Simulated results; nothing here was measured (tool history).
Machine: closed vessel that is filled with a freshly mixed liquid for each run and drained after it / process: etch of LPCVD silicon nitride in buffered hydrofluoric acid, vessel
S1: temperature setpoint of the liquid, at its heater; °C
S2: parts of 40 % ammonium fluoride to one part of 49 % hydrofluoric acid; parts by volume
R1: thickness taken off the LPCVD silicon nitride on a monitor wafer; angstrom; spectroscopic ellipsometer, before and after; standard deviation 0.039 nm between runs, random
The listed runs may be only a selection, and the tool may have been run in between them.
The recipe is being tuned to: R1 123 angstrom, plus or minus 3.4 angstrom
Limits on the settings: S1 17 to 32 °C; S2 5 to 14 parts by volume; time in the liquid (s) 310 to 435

run 1 hour=0 | S1=25 S2=8.5 time_in_the_liquid_(s)=435 | R1=76.834
run 2 hour=3.2 | S1=26.5 S2=8.5 time_in_the_liquid_(s)=435 | R1=83.751
run 3 hour=4.2 | S1=28 S2=8.5 time_in_the_liquid_(s)=435 | R1=90.316
run 4 hour=10.6 | S1=28 S2=8.5 time_in_the_liquid_(s)=435 | R1=90.149
run 5 hour=13.1 | S1=28 S2=7 time_in_the_liquid_(s)=435 | R1=111.79
run 6 hour=16.7 | S1=28 S2=7 time_in_the_liquid_(s)=435 | R1=111.13
run 7 hour=18.2 | S1=28.5 S2=7 time_in_the_liquid_(s)=435 | R1=113.88
run 8 hour=21.3 | S1=29 S2=7 time_in_the_liquid_(s)=435 | R1=116.75

Which single option among these 5 for the next run brings every result within its allowed miss of target? Just one does.
run A hour=24.4 | S1=29.5 S2=6.5 time_in_the_liquid_(s)=400 | R1=?
run B hour=24.4 | S1=31 S2=7.5 time_in_the_liquid_(s)=390 | R1=?
run C hour=24.4 | S1=30.5 S2=7.5 time_in_the_liquid_(s)=430 | R1=?
run D hour=24.4 | S1=28.5 S2=7.5 time_in_the_liquid_(s)=405 | R1=?
run E hour=24.4 | S1=30.5 S2=6.5 time_in_the_liquid_(s)=400 | R1=?

move=A R1=118.76
move=B R1=109.03
move=C R1=117.12
move=D R1=99.311
move=E R1=125.14
A: nearer the targets than the last run, but a result is still out of spec
B: the biggest miss grows against the last run
C: nearer the targets than the last run, but a result is still out of spec
D: the biggest miss grows against the last run
E: each result inside its tolerance
The right move is E.
